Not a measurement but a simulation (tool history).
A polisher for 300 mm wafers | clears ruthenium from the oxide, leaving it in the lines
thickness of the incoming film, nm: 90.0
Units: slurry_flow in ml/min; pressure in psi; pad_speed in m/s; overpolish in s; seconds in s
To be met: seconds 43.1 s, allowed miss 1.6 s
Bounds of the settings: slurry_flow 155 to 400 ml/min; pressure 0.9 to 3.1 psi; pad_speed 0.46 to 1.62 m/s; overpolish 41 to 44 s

run 1 hour=0 | slurry_flow=255 pressure=2 pad_speed=1.04 overpolish=41 | seconds=66.392
run 2 hour=3 | slurry_flow=255 pressure=1.5 pad_speed=1.04 overpolish=41 | seconds=83.787
run 3 hour=5.8 | slurry_flow=255 pressure=1.9 pad_speed=1.06 overpolish=41 | seconds=66.481
run 4 hour=14.6 | slurry_flow=255 pressure=1.9 pad_speed=1.06 overpolish=44 | seconds=67.544
run 5 hour=16.1 | slurry_flow=255 pressure=1.9 pad_speed=1.06 overpolish=41 | seconds=67.31
run 6 hour=20.7 | slurry_flow=255 pressure=1.9 pad_speed=1.06 overpolish=41 | seconds=67.482
run 7 hour=23.8 | slurry_flow=255 pressure=2.2 pad_speed=1.06 overpolish=41 | seconds=58.196
run 8 hour=30.5 | slurry_flow=255 pressure=2.4 pad_speed=1.06 overpolish=41 | seconds=54.059
run 9 hour=35.3 | slurry_flow=255 pressure=2.5 pad_speed=1.06 overpolish=41 | seconds=52.364
run 10 hour=39.5 | slurry_flow=255 pressure=2.6 pad_speed=1.06 overpolish=41 | seconds=50.169
run 11 hour=40.3 | slurry_flow=255 pressure=2.7 pad_speed=1.06 overpolish=41 | seconds=47.813
run 12 hour=44.1 | slurry_flow=255 pressure=2.8 pad_speed=1.06 overpolish=41 | seconds=46.308
run 13 hour=46.4 | slurry_flow=255 pressure=2.9 pad_speed=1.06 overpolish=41 | seconds=44.325

Which of these 4 next moves meets every target?
run A hour=48.7 | slurry_flow=240 pressure=2.8 pad_speed=1.04 overpolish=41 | seconds=?
run B hour=48.7 | slurry_flow=320 pressure=2.4 pad_speed=1.3 overpolish=44 | seconds=?
run C hour=48.7 | slurry_flow=295 pressure=2.5 pad_speed=1.16 overpolish=41 | seconds=?
run D hour=48.7 | slurry_flow=255 pressure=2.7 pad_speed=1.06 overpolish=41 | seconds=?

move=A seconds=47.214
move=B seconds=42.7
move=C seconds=46.251
move=D seconds=47.646
A: further off than the last run
B: meets every target
C: further off than the last run
D: further off than the last run
Answer: B

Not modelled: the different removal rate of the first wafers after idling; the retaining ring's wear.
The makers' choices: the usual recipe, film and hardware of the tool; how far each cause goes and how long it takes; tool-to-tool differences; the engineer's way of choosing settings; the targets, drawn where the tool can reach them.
